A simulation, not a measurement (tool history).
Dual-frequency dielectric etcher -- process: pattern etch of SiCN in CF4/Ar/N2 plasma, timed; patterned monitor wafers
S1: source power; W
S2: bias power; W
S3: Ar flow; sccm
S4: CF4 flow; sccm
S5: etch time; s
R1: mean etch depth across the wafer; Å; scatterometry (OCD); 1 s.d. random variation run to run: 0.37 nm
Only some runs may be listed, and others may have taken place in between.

run,hour,S1,S2,S3,S4,S5,R1
1,0,560,88,94,71,117,1249.2
2,1,560,88,94,71,108,1142.3
3,7.6,560,88,94,81,108,1158.6
4,11.5,560,82,94,81,108,1138.5
5,13.2,520,82,94,81,108,1071.1
6,21,500,82,94,81,108,1044.9
7,24.5,480,82,94,81,108,1021.6
8,31.2,460,82,94,81,108,1001.9

Expected results for the next run?
9,35.7,360,81,94,81,108,?

R1: 854.23 Å
